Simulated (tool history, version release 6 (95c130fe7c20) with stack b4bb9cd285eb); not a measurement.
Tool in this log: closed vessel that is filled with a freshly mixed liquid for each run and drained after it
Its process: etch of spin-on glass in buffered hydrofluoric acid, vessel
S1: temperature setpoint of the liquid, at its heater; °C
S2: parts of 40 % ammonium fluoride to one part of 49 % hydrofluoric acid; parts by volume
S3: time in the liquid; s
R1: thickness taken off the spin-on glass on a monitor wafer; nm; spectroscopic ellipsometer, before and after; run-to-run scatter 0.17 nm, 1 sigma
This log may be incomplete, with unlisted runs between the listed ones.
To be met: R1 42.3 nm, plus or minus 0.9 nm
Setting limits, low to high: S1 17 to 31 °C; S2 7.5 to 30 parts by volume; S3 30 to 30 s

{"run": 1, "hour": 0.0, "S1": 23, "S2": 20.5, "S3": 30, "R1": 62.405}
{"run": 2, "hour": 6.6, "S1": 21.5, "S2": 21, "S3": 30, "R1": 56.499}
{"run": 3, "hour": 15.3, "S1": 21.5, "S2": 21, "S3": 30, "R1": 56.617}
{"run": 4, "hour": 16.0, "S1": 21.5, "S2": 24, "S3": 30, "R1": 51.781}
{"run": 5, "hour": 22.3, "S1": 21.5, "S2": 24, "S3": 30, "R1": 51.488}
{"run": 6, "hour": 30.1, "S1": 21.5, "S2": 24, "S3": 30, "R1": 51.573}
{"run": 7, "hour": 31.0, "S1": 20.5, "S2": 24, "S3": 30, "R1": 48.615}
{"run": 8, "hour": 35.6, "S1": 17.5, "S2": 24, "S3": 30, "R1": 41.095}

Which one of the following 4 next-run settings gets every result inside its allowed miss? There is exactly one.
{"run": "A", "hour": 40.2, "S1": 17, "S2": 25.5, "S3": 30, "R1": "?"}
{"run": "B", "hour": 40.2, "S1": 17, "S2": 22, "S3": 30, "R1": "?"}
{"run": "C", "hour": 40.2, "S1": 18.5, "S2": 26.5, "S3": 30, "R1": "?"}
{"run": "D", "hour": 40.2, "S1": 20.5, "S2": 27.5, "S3": 30, "R1": "?"}

move=A R1=38.196
move=B R1=42.306
move=C R1=40.517
move=D R1=44.216
A: its largest miss is bigger than the last run's
B: meets every target
C: its largest miss is bigger than the last run's
D: takes the result that was furthest off past its target
The move that meets every target is B.
